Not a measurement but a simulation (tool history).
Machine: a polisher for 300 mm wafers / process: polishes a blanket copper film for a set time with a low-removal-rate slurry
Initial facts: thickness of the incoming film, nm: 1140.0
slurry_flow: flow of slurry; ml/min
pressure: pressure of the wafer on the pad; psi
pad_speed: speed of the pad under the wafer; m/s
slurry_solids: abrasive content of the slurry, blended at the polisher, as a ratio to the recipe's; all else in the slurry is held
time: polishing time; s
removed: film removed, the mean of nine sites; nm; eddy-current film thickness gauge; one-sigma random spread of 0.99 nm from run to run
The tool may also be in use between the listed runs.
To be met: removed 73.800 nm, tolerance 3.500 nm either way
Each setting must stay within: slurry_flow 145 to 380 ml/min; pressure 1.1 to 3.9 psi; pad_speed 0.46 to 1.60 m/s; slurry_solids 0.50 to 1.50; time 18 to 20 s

run  hour  slurry_flow  pressure  pad_speed  slurry_solids  time  removed
  1   0.0          245       2.5       1.02           1.00    20   45.527
  2   1.7          245       2.0       1.02           1.00    20   38.358
  3   5.8          245       1.7       1.02           1.00    20   34.526
  4   9.3          245       2.3       1.04           1.00    20   43.956
  5  11.4          245       2.7       1.06           1.00    20   51.905
  6  13.5          245       3.0       1.06           1.00    20   58.247
  7  21.9          245       3.0       1.06           1.00    20   58.496
  8  24.5          245       3.2       1.06           1.00    20   61.127
  9  32.6          245       3.4       1.06           1.00    20   65.605
 10  37.7          245       3.5       1.06           1.00    20   66.755
 11  38.3          245       3.6       1.06           1.00    20   67.602
 12  43.0          245       3.6       1.06           1.00    20   68.154

4 next moves are on the table. One of them brings every result within its allowed miss. Which?
  A  47.7          280       3.3       1.20           1.10    19        ?
  B  47.7          195       3.8       1.12           0.90    20        ?
  C  47.7          230       3.7       1.12           1.00    18        ?
  D  47.7          235       3.3       1.12           1.05    18        ?

move  removed
   A   67.788
   B   72.393
   C   65.364
   D   59.276
A: lands further from the targets than the last run did
B: all results in spec
C: lands further from the targets than the last run did
D: lands further from the targets than the last run did
B meets every target.

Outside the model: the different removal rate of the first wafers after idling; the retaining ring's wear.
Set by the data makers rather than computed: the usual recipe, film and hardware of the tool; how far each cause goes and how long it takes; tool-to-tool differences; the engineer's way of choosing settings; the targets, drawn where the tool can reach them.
